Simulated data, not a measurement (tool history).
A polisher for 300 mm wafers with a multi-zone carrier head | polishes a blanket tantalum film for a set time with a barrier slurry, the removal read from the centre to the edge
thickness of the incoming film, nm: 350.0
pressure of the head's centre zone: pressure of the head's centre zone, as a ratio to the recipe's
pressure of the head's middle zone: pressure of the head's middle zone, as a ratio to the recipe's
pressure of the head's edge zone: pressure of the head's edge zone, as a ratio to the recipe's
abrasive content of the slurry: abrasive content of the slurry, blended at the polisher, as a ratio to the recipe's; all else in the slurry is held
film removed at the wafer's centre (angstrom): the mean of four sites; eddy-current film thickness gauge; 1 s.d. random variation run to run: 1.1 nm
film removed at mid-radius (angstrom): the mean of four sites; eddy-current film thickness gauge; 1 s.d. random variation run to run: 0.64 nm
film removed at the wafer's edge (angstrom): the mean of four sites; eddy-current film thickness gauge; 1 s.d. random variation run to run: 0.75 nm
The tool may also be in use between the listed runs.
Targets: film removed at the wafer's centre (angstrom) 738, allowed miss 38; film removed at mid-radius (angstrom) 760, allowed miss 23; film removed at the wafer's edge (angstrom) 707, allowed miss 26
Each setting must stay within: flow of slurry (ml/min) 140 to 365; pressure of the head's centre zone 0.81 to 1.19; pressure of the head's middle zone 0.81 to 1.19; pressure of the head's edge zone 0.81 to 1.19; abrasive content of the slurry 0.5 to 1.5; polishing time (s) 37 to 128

run  hour  flow of slurry (ml/min)  pressure of the head's centre zone  pressure of the head's middle zone  pressure of the head's edge zone  abrasive content of the slurry  polishing time (s)  film removed at the wafer's centre (angstrom)  film removed at mid-radius (angstrom)  film removed at the wafer's edge (angstrom)
  1     0                      235                                   1                                   1                                 1                               1                  82                                         1423.9                                 1330.6                                       1360.9
  2     3                      235                                0.99                                   1                              0.98                            0.95                  77                                         1265.8                                   1238                                       1216.7
  3   3.7                      235                                0.99                                   1                              0.91                            0.95                  77                                         1264.3                                 1244.7                                       1202.6
  4   6.4                      235                                0.99                                1.08                              0.91                            0.95                  77                                         1272.9                                 1317.9                                       1210.1
  5     7                      235                                0.99                                1.06                               0.9                             0.9                  73                                         1201.3                                 1209.9                                       1116.8
  6   8.9                      235                                0.99                                1.14                               0.9                             0.9                  73                                         1174.6                                 1290.3                                       1106.8
  7  15.7                      235                                0.98                                1.12                               0.9                            0.85                  69                                         1119.8                                 1199.2                                       1027.6
  8  24.4                      230                                0.96                                1.09                              0.91                             0.8                  67                                         1022.3                                 1121.2                                       1000.3
  9  29.3                      240                                   1                                1.01                              0.85                            0.55                  44                                          628.4                                 603.35                                       558.59
 10  32.7                      240                                   1                                1.03                              0.88                            0.55                  44                                         623.63                                 609.11                                       565.66
 11  35.7                      240                                   1                                1.04                               0.9                             0.6                  44                                         621.28                                 630.06                                       594.18
 12  39.3                      240                                   1                                1.04                               0.9                             0.6                  44                                         640.59                                 638.67                                       598.65
 13  41.8                      240                                1.01                                1.05                              0.91                             0.6                  44                                         642.76                                  634.9                                       598.28
 14  49.7                      240                                1.01                                1.06                              0.92                            0.65                  44                                          664.8                                 660.93                                       617.17
 15  53.1                      240                                1.01                                1.07                              0.93                            0.65                  44                                         670.91                                 667.08                                       623.64
 16  58.6                      240                                1.01                                1.07                              0.93                            0.65                  44                                         663.29                                 669.71                                       618.95
 17  62.6                      240                                1.01                                1.08                              0.94                            0.65                  44                                         678.48                                 672.44                                       620.95
 18  71.6                      240                                1.01                                1.09                              0.96                            0.65                  44                                         668.49                                 673.32                                       632.62
 19  76.8                      240                                1.01                                1.09                              0.96                            0.65                  44                                         665.14                                 678.38                                        636.7
 20  84.2                      240                                1.01                                 1.1                              0.97                            0.65                  44                                         667.37                                 681.51                                       622.29
 21  84.8                      240                                1.01                                 1.1                              0.97                             0.7                  44                                         693.03                                 692.92                                        634.9
 22    93                      235                                   1                                 1.1                              0.98                             0.7                  44                                         661.17                                 695.84                                       653.68

Which single option among these 5 for the next run brings every result within its allowed miss of target? Just one does.
  A  101.2                      170                                0.99                                1.07                              0.91                            0.85                  48                                              ?                                      ?                                            ?
  B  101.2                      245                                0.85                                1.13                              1.07                            0.95                  42                                              ?                                      ?                                            ?
  C  101.2                      145                                1.18                                   1                              1.14                             0.8                  43                                              ?                                      ?                                            ?
  D  101.2                      230                                0.88                                0.96                              1.07                            0.65                  46                                              ?                                      ?                                            ?
  E  101.2                      300                                0.97                                0.96                              0.94                             0.8                  43                                              ?                                      ?                                            ?

move  film removed at the wafer's centre (angstrom)  film removed at mid-radius (angstrom)  film removed at the wafer's edge (angstrom)
   A                                         747.32                                 762.97                                       716.66
   B                                         610.18                                 757.21                                       723.77
   C                                         762.41                                 617.23                                       691.68
   D                                         611.44                                 639.08                                       704.56
   E                                         694.33                                 655.72                                       674.57
A: all results land within tolerance of their targets
B: meets the target for the result that was furthest off, but another lies outside its allowed miss
C: lands further from the targets than the last run did
D: lands further from the targets than the last run did
E: lands further from the targets than the last run did
Answer: A

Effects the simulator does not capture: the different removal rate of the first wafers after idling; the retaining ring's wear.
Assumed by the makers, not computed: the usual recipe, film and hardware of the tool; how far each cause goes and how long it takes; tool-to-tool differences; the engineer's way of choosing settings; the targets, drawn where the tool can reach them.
